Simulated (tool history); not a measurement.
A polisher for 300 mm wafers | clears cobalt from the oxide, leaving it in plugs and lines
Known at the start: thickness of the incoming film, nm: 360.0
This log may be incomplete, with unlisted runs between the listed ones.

| run | hour | flow of slurry (ml/min) | pressure of the wafer on the pad (psi) | speed of the pad under the wafer (cm/s) | overpolish time after the end point (s) | time until the end point was called (s) | dishing of a wide line in a test structure (nm) |
|---|---|---|---|---|---|---|---|
| 1 | 0 | 160 | 1.6 | 100 | 18 | 110.88 | 43.782 |
| 2 | 3.3 | 160 | 1.6 | 88 | 18 | 123.61 | 38.56 |
| 3 | 10.9 | 170 | 1.7 | 84 | 17 | 117.49 | 37.181 |
| 4 | 18.1 | 180 | 1.8 | 80 | 16 | 116.58 | 36.615 |
| 5 | 22.2 | 160 | 1.8 | 80 | 16 | 121.94 | 37.549 |
| 6 | 28.1 | 160 | 1.8 | 80 | 22 | 119.11 | 44.82 |
| 7 | 30.2 | 170 | 1.9 | 78 | 20 | 117.67 | 43.148 |
| 8 | 33.8 | 180 | 1.8 | 84 | 18 | 111.06 | 41.838 |
| 9 | 37.9 | 185 | 1.9 | 82 | 17 | 105.49 | 40.991 |
| 10 | 46.9 | 190 | 2 | 80 | 16 | 104.2 | 42.39 |
| 11 | 47.7 | 145 | 1.5 | 108 | 7 | 107.5 | 20.356 |

What does the tool deliver on the next run?
| 12 | 51.7 | 140 | 1.6 | 110 | 7 | ? | ? |

time until the end point was called (s): 98.621
dishing of a wide line in a test structure (nm): 20.69

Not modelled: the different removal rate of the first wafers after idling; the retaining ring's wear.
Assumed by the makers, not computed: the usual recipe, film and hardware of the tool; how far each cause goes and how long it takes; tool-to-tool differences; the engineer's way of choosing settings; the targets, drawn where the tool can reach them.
